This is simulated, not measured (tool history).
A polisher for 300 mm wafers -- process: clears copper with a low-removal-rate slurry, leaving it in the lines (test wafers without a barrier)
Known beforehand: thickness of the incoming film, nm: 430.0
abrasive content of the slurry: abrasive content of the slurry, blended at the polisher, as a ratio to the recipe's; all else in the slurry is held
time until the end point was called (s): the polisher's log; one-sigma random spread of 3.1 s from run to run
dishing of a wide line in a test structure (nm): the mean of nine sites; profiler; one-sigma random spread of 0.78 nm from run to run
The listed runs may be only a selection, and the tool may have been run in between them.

run    day  flow of slurry (ml/min)  pressure of the wafer on the pad (psi)  speed of the pad under the wafer (m/s)  abrasive content of the slurry  overpolish time after the end point (s)  time until the end point was called (s)  dishing of a wide line in a test structure (nm)
  1  0.000                      310                                     2.4                                    1.20                             1.0                                       21                                   147.52                                           48.311
  2  0.296                      235                                     2.4                                    1.20                             1.0                                       21                                   155.52                                           46.462
  3  0.483                      235                                     2.4                                    1.20                             1.0                                       14                                   159.27                                           33.461
  4  0.729                      230                                     2.3                                    1.18                             1.0                                       18                                   166.99                                           38.075
  5  1.042                      225                                     2.2                                    1.16                             1.0                                       22                                   173.06                                           42.791
  6  1.362                      220                                     2.1                                    1.14                             1.0                                       25                                   186.75                                           46.524
  7  1.662                      215                                     2.1                                    1.14                             1.0                                       27                                   183.77                                           49.099
  8  1.808                      210                                     2.1                                    1.14                             1.0                                       29                                   181.08                                           51.629
  9  1.879                      210                                     2.0                                    1.14                             1.0                                       31                                   199.59                                           51.649
 10  2.079                      215                                     2.0                                    1.14                             1.0                                       32                                   196.11                                           53.323
 11  2.229                      215                                     2.0                                    1.14                             1.0                                       33                                   190.20                                           53.371

The next listed run, before its measurement:
 12  2.450                      215                                     2.0                                    1.14                             1.0                                       34                                        ?                                                ?

{"run 12": {"time until the end point was called (s)": 198.11, "dishing of a wide line in a test structure (nm)": 56.077}}
